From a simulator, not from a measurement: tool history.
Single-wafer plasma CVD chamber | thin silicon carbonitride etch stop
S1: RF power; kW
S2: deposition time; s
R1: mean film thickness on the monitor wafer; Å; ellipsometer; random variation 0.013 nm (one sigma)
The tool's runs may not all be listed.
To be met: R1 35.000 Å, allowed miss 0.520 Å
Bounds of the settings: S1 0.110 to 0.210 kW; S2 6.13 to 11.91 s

run 1 hour=0.0 | S1=0.160 S2=9.02 | R1=47.162
run 2 hour=8.0 | S1=0.150 S2=9.02 | R1=45.824
run 3 hour=13.1 | S1=0.150 S2=9.98 | R1=50.856
run 4 hour=20.4 | S1=0.150 S2=10.99 | R1=56.003
run 5 hour=27.9 | S1=0.140 S2=10.09 | R1=49.779
run 6 hour=30.6 | S1=0.140 S2=9.52 | R1=46.849
run 7 hour=37.7 | S1=0.135 S2=9.06 | R1=43.453
run 8 hour=38.9 | S1=0.130 S2=8.79 | R1=41.592
run 9 hour=43.4 | S1=0.130 S2=8.79 | R1=41.783
run 10 hour=51.0 | S1=0.125 S2=8.55 | R1=39.511
run 11 hour=53.3 | S1=0.120 S2=8.41 | R1=38.360
run 12 hour=59.4 | S1=0.110 S2=7.64 | R1=32.890
run 13 hour=61.0 | S1=0.115 S2=7.65 | R1=34.019
run 14 hour=66.2 | S1=0.115 S2=7.65 | R1=33.927

Which of these 4 next moves meets every target?
run A hour=71.4 | S1=0.140 S2=6.93 | R1=?
run B hour=71.4 | S1=0.110 S2=8.07 | R1=?
run C hour=71.4 | S1=0.120 S2=7.07 | R1=?
run D hour=71.4 | S1=0.110 S2=7.47 | R1=?

move=A R1=34.021
move=B R1=34.935
move=C R1=32.112
move=D R1=32.337
A: nearer than the last run, and not there yet
B: meets every target
C: further off than the last run
D: further off than the last run
Answer: B
